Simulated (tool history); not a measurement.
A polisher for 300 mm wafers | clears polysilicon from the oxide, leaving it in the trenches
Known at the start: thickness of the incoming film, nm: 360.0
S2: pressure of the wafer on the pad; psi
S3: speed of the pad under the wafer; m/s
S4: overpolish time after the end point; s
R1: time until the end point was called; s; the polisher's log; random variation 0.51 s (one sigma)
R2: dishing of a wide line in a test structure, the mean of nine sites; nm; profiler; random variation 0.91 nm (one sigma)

{"run": 1, "day": 0.0, "flow of slurry (ml/min)": 135, "S2": 3.5, "S3": 1.18, "S4": 14, "R1": 19.543, "R2": 77.462}
{"run": 2, "day": 0.342, "flow of slurry (ml/min)": 135, "S2": 3.5, "S3": 1.18, "S4": 18, "R1": 19.802, "R2": 81.592}
{"run": 3, "day": 0.454, "flow of slurry (ml/min)": 135, "S2": 3.5, "S3": 1.18, "S4": 21, "R1": 19.987, "R2": 79.294}
{"run": 4, "day": 0.596, "flow of slurry (ml/min)": 160, "S2": 3.5, "S3": 1.18, "S4": 21, "R1": 18.501, "R2": 80.08}
{"run": 5, "day": 0.708, "flow of slurry (ml/min)": 170, "S2": 3.2, "S3": 1.1, "S4": 18, "R1": 21.372, "R2": 79.845}
{"run": 6, "day": 1.067, "flow of slurry (ml/min)": 155, "S2": 3.1, "S3": 1.04, "S4": 15, "R1": 23.656, "R2": 78.886}
{"run": 7, "day": 1.358, "flow of slurry (ml/min)": 140, "S2": 2.9, "S3": 1.04, "S4": 13, "R1": 25.473, "R2": 69.725}
{"run": 8, "day": 1.429, "flow of slurry (ml/min)": 130, "S2": 2.7, "S3": 1.04, "S4": 11, "R1": 27.436, "R2": 67.1}
{"run": 9, "day": 1.712, "flow of slurry (ml/min)": 120, "S2": 2.5, "S3": 1.04, "S4": 10, "R1": 29.981, "R2": 61.566}

Forecast run 10:
{"run": 10, "day": 2.008, "flow of slurry (ml/min)": 85, "S2": 1.6, "S3": 1.18, "S4": 4, "R1": "?", "R2": "?"}

{"run 10": {"R1": 40.673, "R2": 26.718}}

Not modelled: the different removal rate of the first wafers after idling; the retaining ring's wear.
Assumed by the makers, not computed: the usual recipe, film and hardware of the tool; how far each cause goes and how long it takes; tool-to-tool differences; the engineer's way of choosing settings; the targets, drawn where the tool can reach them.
